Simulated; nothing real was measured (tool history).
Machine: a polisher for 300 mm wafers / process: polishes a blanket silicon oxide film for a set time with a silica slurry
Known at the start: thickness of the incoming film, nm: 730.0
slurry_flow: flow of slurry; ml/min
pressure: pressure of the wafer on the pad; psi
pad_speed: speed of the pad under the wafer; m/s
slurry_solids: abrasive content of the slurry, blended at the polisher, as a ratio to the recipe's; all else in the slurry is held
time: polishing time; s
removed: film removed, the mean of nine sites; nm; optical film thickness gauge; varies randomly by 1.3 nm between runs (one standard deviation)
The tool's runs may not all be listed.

run,hour,slurry_flow,pressure,pad_speed,slurry_solids,time,removed
1,0,130,5.5,0.92,1,59,199.1
2,5.2,130,5.5,0.92,1,62,206.44
3,11.3,125,4.7,0.92,1,62,176.59
4,12.3,125,5.9,0.92,1,62,218.63
5,20.7,125,5.9,0.92,1,62,217.96
6,27.7,125,5.9,0.82,1,62,204.65
7,31.5,120,5.1,0.82,1,62,179.54

Run 8, settings as shown, results not yet in. Your forecast:
8,34.2,120,4.4,0.8,1,62,?

removed: 152.29 nm
